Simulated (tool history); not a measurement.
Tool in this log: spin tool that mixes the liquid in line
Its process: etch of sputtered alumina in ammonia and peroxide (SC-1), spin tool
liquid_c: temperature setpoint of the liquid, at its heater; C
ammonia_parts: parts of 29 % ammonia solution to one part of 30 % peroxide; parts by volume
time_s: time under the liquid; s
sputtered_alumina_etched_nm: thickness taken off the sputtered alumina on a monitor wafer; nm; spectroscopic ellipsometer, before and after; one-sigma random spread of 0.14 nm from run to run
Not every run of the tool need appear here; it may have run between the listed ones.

Run 1, hour 0.0: liquid_c 62.0 C, ammonia_parts 0.50 parts by volume, time_s 270 s. Result: sputtered_alumina_etched_nm 36.112 nm.
Run 2, hour 5.5: liquid_c 60.5 C, ammonia_parts 0.50 parts by volume, time_s 270 s. Result: sputtered_alumina_etched_nm 33.787 nm.
Run 3, hour 11.0: liquid_c 59.0 C, ammonia_parts 0.50 parts by volume, time_s 270 s. Result: sputtered_alumina_etched_nm 31.029 nm.
Run 4, hour 12.4: liquid_c 52.5 C, ammonia_parts 0.50 parts by volume, time_s 270 s. Result: sputtered_alumina_etched_nm 21.928 nm.
Run 5, hour 20.3: liquid_c 52.5 C, ammonia_parts 0.35 parts by volume, time_s 270 s. Result: sputtered_alumina_etched_nm 21.279 nm.
Run 6, hour 22.2: liquid_c 47.5 C, ammonia_parts 0.35 parts by volume, time_s 270 s. Result: sputtered_alumina_etched_nm 15.991 nm.
Run 7, hour 31.2: liquid_c 48.5 C, ammonia_parts 0.35 parts by volume, time_s 270 s. Result: sputtered_alumina_etched_nm 17.023 nm.
Run 8, hour 32.9: liquid_c 49.5 C, ammonia_parts 0.35 parts by volume, time_s 270 s. Result: sputtered_alumina_etched_nm 17.785 nm.

Expected results for the next run?
Run 9, hour 33.8: liquid_c 50.5 C, ammonia_parts 0.35 parts by volume, time_s 270 s. Result: sputtered_alumina_etched_nm ?.

{"run 9": {"sputtered_alumina_etched_nm": 19.1}}
